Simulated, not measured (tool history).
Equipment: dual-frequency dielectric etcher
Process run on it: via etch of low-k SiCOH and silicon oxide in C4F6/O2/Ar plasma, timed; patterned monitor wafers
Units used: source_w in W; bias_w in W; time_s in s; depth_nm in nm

run 1 day=0 | source_w=360 bias_w=145 time_s=83.5 | depth_nm=211.01
run 2 day=0.346 | source_w=360 bias_w=145 time_s=87 | depth_nm=219.44
run 3 day=0.654 | source_w=330 bias_w=138 time_s=86.5 | depth_nm=209.37
run 4 day=0.85 | source_w=300 bias_w=133 time_s=86.5 | depth_nm=201.88
run 5 day=0.929 | source_w=280 bias_w=128 time_s=86.5 | depth_nm=193.54
run 6 day=1.029 | source_w=270 bias_w=127 time_s=86.5 | depth_nm=191.39
run 7 day=1.117 | source_w=220 bias_w=119 time_s=86.5 | depth_nm=174.48

Estimate the outcome of run 8 from the log above:
run 8 day=1.375 | source_w=230 bias_w=119 time_s=86.5 | depth_nm=?

{"run 8": {"depth_nm": 176.09}}
